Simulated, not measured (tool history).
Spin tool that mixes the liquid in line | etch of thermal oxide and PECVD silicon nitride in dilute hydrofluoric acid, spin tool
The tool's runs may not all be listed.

| run | hour | temperature setpoint of the liquid (C) | parts of water to one part of 49 % hydrofluoric acid (parts by volume) | time under the liquid (s) | thickness taken off the thermal oxide on a monitor wafer (angstrom) | thickness taken off the PECVD silicon nitride on a monitor wafer (angstrom) |
|---|---|---|---|---|---|---|
| 1 | 0.0 | 24.0 | 50 | 70 | 80.824 | 75.315 |
| 2 | 2.1 | 22.5 | 45 | 70 | 86.452 | 74.981 |
| 3 | 9.9 | 21.5 | 40 | 70 | 95.004 | 78.895 |
| 4 | 18.8 | 21.0 | 40 | 70 | 91.197 | 75.951 |
|  | 26.8 | thermometer replaced |
| 5 | 26.8 | 21.0 | 30 | 70 | 111.850 | 85.382 |
| 6 | 35.8 | 19.0 | 30 | 70 | 102.350 | 74.414 |
| 7 | 38.8 | 19.0 | 35 | 70 | 87.585 | 63.967 |
| 8 | 46.2 | 19.5 | 35 | 70 | 89.929 | 66.202 |

Forecast run 9:
| 9 | 53.6 | 20.0 | 35 | 70 | ? | ? |

{"run 9": {"thickness taken off the thermal oxide on a monitor wafer (angstrom)": 92.127, "thickness taken off the PECVD silicon nitride on a monitor wafer (angstrom)": 68.549}}
